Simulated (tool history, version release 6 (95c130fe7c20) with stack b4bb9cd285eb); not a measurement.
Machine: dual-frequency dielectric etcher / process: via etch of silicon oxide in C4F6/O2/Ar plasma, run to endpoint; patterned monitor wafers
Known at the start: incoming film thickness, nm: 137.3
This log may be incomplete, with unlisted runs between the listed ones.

| run | day | bias power (kW) | source power (kW) | Ar flow (sccm) | endpoint time (s) |
|---|---|---|---|---|---|
| 1 | 0 | 0.491 | 0.29 | 268 | 30.45 |
| 2 | 0.058 | 0.462 | 0.29 | 268 | 31.429 |
| 3 | 0.342 | 0.446 | 0.29 | 268 | 31.766 |
| 4 | 0.692 | 0.446 | 0.29 | 226 | 31.409 |
| 5 | 0.804 | 0.446 | 0.29 | 255 | 31.684 |
| 6 | 0.95 | 0.446 | 0.32 | 255 | 30.378 |
| 7 | 1.308 | 0.419 | 0.32 | 255 | 31.722 |

The next listed run, before its measurement:
| 8 | 1.388 | 0.408 | 0.32 | 255 | ? |

endpoint time (s): 31.97

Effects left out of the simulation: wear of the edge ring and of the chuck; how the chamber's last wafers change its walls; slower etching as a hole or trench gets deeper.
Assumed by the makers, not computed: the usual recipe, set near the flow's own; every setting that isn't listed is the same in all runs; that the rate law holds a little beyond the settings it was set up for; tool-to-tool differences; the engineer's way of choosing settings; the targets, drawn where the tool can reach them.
